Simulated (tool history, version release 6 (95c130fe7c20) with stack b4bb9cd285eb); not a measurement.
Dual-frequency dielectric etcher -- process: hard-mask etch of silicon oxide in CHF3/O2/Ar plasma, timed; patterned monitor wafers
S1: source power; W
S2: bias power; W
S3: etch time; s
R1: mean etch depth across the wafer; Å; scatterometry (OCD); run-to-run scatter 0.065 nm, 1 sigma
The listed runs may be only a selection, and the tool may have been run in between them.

Run 1, day 0: S1 870 W, S2 176 W, S3 12.5 s. Result: R1 268.58 Å.
Run 2, day 0.158: S1 870 W, S2 176 W, S3 12.5 s. Result: R1 267.96 Å.
Run 3, day 0.246: S1 800 W, S2 168 W, S3 12.5 s. Result: R1 255.51 Å.
Run 4, day 0.504: S1 750 W, S2 163 W, S3 12.5 s. Result: R1 242.52 Å.
Run 5, day 0.812: S1 710 W, S2 162 W, S3 12.5 s. Result: R1 237.64 Å.
Run 6, day 1.012: S1 710 W, S2 140 W, S3 12.5 s. Result: R1 227.88 Å.
Run 7, day 1.229: S1 690 W, S2 140 W, S3 12.5 s. Result: R1 225.01 Å.

For run 8, what comes out?
Run 8, day 1.438: S1 680 W, S2 140 W, S3 12.5 s. Result: R1 ?.

R1: 223.3 Å
